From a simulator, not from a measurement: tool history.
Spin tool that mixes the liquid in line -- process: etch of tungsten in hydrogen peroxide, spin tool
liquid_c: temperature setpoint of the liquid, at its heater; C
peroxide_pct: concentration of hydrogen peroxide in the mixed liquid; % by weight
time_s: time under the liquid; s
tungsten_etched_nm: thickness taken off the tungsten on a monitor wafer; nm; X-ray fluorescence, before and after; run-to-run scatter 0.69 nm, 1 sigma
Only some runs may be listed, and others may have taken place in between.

run	hour	liquid_c	peroxide_pct	time_s	tungsten_etched_nm
1	0	51	20.5	50	46.326
2	7.1	51	20.5	50	46.168
3	10.9	44.5	20.5	50	31.335
4	13.5	44.5	20.5	55	34.119
5	19	44.5	17.5	55	31.444
6	21.6	44.5	20	55	34.026
7	23.7	47	20	55	40.014
8	31	49	20	55	44.962
9	38.2	50.5	20	55	49.585
10	39.5	51.5	20	55	52.859
11	41.5	52.5	20	55	54.938

Estimate the outcome of run 12 from the log above:
12	47.8	53.5	20	55	?

Run 12 gave tungsten_etched_nm 58.546 nm.
